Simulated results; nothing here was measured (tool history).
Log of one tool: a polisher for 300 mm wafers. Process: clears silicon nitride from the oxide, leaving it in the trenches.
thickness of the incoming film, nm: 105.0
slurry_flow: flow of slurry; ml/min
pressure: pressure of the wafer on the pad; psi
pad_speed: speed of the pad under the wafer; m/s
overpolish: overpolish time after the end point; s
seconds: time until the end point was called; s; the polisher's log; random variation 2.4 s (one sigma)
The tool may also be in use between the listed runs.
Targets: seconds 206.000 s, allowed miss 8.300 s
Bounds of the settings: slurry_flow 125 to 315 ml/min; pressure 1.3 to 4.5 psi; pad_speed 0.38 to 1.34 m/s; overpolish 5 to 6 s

run  hour  slurry_flow  pressure  pad_speed  overpolish  seconds
  1   0.0          205       2.9       0.86           6  111.330
  2   1.2          205       2.7       0.86           6  121.060
  3   7.7          205       3.0       0.86           6  109.360
  4  16.1          205       2.8       0.86           6  115.580
  5  23.3          245       2.8       0.86           6  112.110
  6  24.3          245       2.8       1.04           6   94.481
  7  26.6          245       2.6       1.02           6  103.780
     28.9  -- head pressure recalibrated
  8  28.9          245       2.6       1.02           6  110.630
  9  36.1          245       2.5       1.02           6  114.860
 10  44.0          245       2.4       1.02           6  120.690

4 next moves are on the table. One of them brings every result within its allowed miss. Which?
  A  51.9          285       1.6       0.86           6        ?
  B  51.9          195       1.8       0.72           6        ?
  C  51.9          260       1.4       0.90           5        ?
  D  51.9          250       1.5       0.84           6        ?

move  seconds
   A  203.420
   B  222.960
   C  222.370
   D  223.520
A: meets every target
B: takes the result that was furthest off past its target
C: takes the result that was furthest off past its target
D: takes the result that was furthest off past its target
The right move is A.
